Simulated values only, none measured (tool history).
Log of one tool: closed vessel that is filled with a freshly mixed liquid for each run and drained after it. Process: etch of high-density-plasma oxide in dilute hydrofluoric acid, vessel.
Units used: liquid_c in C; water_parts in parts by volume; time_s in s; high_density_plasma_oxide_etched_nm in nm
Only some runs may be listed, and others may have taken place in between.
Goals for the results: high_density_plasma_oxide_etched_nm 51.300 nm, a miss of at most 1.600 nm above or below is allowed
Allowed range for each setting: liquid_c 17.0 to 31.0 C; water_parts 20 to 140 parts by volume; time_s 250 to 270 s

run,hour,liquid_c,water_parts,time_s,high_density_plasma_oxide_etched_nm
1,0.0,23.0,75,250,15.797
2,1.4,20.5,75,250,14.034
3,8.0,20.5,75,270,15.054
4,10.0,20.5,50,270,23.295
5,12.4,23.5,45,270,29.541
# hour 21.3: thermometer replaced
6,21.3,25.5,40,270,38.113
7,23.6,26.5,40,270,39.910
8,30.4,27.5,40,270,41.690
9,31.9,28.5,40,270,42.871
10,39.9,29.0,40,270,43.983
11,44.2,29.5,40,270,45.322
12,50.7,30.0,40,270,46.655
13,51.4,30.5,40,270,47.139
14,59.7,31.0,40,270,47.988
15,64.8,31.0,35,270,56.260

Which one of the following 5 next-run settings gets every result inside its allowed miss? There is exactly one.
A,69.9,30.5,30,270,?
B,69.9,30.0,35,260,?
C,69.9,29.0,30,270,?
D,69.9,29.0,30,260,?
E,69.9,31.0,40,265,?

move,high_density_plasma_oxide_etched_nm
A,64.291
B,51.608
C,60.538
D,58.296
E,47.505
A: lands further from the targets than the last run did
B: in spec on every target
C: lands further from the targets than the last run did
D: lands further from the targets than the last run did
E: pushes the last run's worst result past its target
So the answer is move B, the one that meets all the targets.
